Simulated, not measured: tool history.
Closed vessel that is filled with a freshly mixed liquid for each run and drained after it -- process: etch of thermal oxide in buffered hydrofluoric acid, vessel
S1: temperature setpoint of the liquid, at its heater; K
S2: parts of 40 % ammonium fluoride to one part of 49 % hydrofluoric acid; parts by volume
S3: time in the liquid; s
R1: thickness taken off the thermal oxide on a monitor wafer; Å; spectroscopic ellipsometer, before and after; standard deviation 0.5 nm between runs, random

Run 1, hour 0: S1 297.15 K, S2 11.5 parts by volume, S3 105 s. Result: R1 1172.7 Å.
Run 2, hour 4.6: S1 295.15 K, S2 11.5 parts by volume, S3 105 s. Result: R1 1052.6 Å.
Run 3, hour 12.8: S1 295.15 K, S2 11.5 parts by volume, S3 105 s. Result: R1 1031.7 Å.
Run 4, hour 19: S1 293.65 K, S2 11.5 parts by volume, S3 105 s. Result: R1 960.28 Å.
Run 5, hour 24.3: S1 292.65 K, S2 11.5 parts by volume, S3 105 s. Result: R1 910.16 Å.
Run 6, hour 25.7: S1 292.65 K, S2 11.5 parts by volume, S3 110 s. Result: R1 964.47 Å.
Run 7, hour 26.3: S1 291.65 K, S2 12 parts by volume, S3 110 s. Result: R1 872.4 Å.

What will run 8 give?
Run 8, hour 33.6: S1 291.15 K, S2 12 parts by volume, S3 110 s. Result: R1 ?.

R1: 837.13 Å
